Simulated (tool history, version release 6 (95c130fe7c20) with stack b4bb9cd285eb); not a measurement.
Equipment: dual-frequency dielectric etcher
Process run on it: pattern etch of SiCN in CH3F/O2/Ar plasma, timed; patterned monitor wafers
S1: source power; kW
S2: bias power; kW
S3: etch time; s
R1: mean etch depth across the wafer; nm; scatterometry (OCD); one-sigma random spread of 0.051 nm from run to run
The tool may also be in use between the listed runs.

run,hour,S1,S2,S3,R1
1,0.0,0.330,0.075,34.5,11.0430
2,7.3,0.300,0.073,34.5,10.7500
3,12.1,0.290,0.069,34.0,10.1420
4,13.1,0.330,0.069,34.0,10.5330
5,19.5,0.290,0.069,34.0,10.1080
# hour 21.1: bias power generator calibrated
6,21.1,0.260,0.069,34.0,10.0400

Run 7 has not been measured yet. What should we expect?
7,24.0,0.250,0.067,34.0,?

{"run 7": {"R1": 9.8471}}
